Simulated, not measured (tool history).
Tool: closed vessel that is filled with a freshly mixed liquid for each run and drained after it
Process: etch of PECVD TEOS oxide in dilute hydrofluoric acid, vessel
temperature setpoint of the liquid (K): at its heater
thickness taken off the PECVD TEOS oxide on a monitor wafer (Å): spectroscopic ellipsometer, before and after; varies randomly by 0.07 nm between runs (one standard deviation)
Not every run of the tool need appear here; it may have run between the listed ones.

run	hour	temperature setpoint of the liquid (K)	parts of water to one part of 49 % hydrofluoric acid (parts by volume)	time in the liquid (s)	thickness taken off the PECVD TEOS oxide on a monitor wafer (Å)
1	0	299.15	50	30	74.956
2	7.2	299.15	65	30	56.914
3	15.9	296.15	65	30	50.33
4	16.7	298.15	65	30	54.662
5	17.5	301.15	55	30	73.761
6	22.8	303.15	45	30	99.108
7	27.9	307.15	30	30	177.87

What will run 8 give?
8	36.4	307.15	30	30	?

{"run 8": {"thickness taken off the PECVD TEOS oxide on a monitor wafer (Å)": 178.26}}
